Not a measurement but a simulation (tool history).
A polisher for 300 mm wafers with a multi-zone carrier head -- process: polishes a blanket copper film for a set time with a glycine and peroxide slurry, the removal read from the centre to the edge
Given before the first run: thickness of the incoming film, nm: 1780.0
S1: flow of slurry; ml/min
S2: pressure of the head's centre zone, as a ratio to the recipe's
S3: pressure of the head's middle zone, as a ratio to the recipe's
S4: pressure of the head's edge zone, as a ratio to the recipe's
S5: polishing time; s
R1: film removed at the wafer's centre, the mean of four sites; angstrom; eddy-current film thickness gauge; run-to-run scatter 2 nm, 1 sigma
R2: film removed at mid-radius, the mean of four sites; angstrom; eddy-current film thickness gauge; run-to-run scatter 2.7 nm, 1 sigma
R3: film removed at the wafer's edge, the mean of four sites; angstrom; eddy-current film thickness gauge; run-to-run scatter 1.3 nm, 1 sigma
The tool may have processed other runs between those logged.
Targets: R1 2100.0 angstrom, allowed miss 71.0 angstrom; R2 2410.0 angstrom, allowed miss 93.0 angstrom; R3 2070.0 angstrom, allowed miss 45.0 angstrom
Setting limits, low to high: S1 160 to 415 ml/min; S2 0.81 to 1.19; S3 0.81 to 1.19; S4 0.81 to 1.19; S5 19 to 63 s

run    day   S1    S2    S3    S4  S5      R1      R2      R3
  1  0.000  265  1.00  1.00  1.00  41  1690.6  1661.6  1665.7
  2  0.133  265  1.00  1.00  1.00  50  2092.6  2064.9  2039.3
  3  0.467  270  1.00  1.01  1.00  50  2098.3  2108.0  2024.8
  4  0.725  275  1.00  1.02  1.00  50  2069.2  2045.3  2036.5
  5  0.750  275  1.00  1.02  0.94  50  2111.8  2068.4  2012.1
  6  0.854  270  1.00  1.04  0.94  50  2079.0  2141.8  1985.2
  7  1.004  270  1.00  1.05  0.94  50  2096.6  2112.8  1978.9
  8  1.062  270  1.00  1.06  0.95  50  2108.1  2175.9  1975.8

Next run, 5 choices. One meets every target within its allowed miss, the rest don't. Which?
  A  1.121  285  1.12  1.11  0.98  44   ?   ?   ?
  B  1.121  260  1.05  1.02  0.84  53   ?   ?   ?
  C  1.121  310  1.03  1.14  0.96  51   ?   ?   ?
  D  1.121  295  1.05  0.89  0.93  49   ?   ?   ?
  E  1.121  270  0.98  1.16  0.99  51   ?   ?   ?

move      R1      R2      R3
   A  2082.8  1975.3  1781.4
   B  2321.7  2191.5  1984.8
   C  2241.2  2364.7  2057.7
   D  2179.2  1833.6  1946.6
   E  2096.7  2365.0  2063.8
A: its largest miss is bigger than the last run's
B: its largest miss is bigger than the last run's
C: brings the result that was furthest off to its target, and leaves another outside
D: its largest miss is bigger than the last run's
E: every result within its allowed miss
The move that meets every target is E.
